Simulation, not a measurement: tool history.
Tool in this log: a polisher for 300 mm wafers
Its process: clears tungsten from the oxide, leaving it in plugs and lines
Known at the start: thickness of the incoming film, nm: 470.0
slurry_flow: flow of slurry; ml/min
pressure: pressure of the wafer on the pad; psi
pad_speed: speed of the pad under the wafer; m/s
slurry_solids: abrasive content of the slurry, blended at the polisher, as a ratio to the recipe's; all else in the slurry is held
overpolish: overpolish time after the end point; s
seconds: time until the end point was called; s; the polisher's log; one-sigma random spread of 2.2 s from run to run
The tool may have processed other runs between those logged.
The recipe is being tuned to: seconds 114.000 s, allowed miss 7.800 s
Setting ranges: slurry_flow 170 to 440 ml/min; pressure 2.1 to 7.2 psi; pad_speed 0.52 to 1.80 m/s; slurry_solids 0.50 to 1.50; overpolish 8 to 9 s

run,hour,slurry_flow,pressure,pad_speed,slurry_solids,overpolish,seconds
1,0.0,280,4.6,1.16,1.00,9,74.239
2,8.0,280,4.3,1.14,1.00,9,80.204
3,13.5,280,4.3,1.40,1.00,9,66.630
4,17.6,335,4.3,1.40,1.00,9,66.554
5,18.6,335,4.3,1.26,1.00,9,76.434
6,25.7,335,4.8,1.26,1.00,9,65.862
7,29.3,335,4.5,1.24,1.00,9,68.084
8,37.3,335,4.2,1.22,1.00,9,76.743

Exactly one of the 4 candidate moves below puts every result within its allowed miss. Which one?
A,45.3,360,3.7,1.20,0.65,8,?
B,45.3,260,3.1,1.34,0.90,9,?
C,45.3,385,6.6,1.48,1.00,9,?
D,45.3,355,3.2,1.08,1.00,9,?

move,seconds
A,98.347
B,100.220
C,41.828
D,115.150
A: closes in on the targets versus the last run, not all within tolerance yet
B: closes in on the targets versus the last run, not all within tolerance yet
C: moves away from the targets compared with the last run
D: every result lands within tolerance
Move D is the one to make.
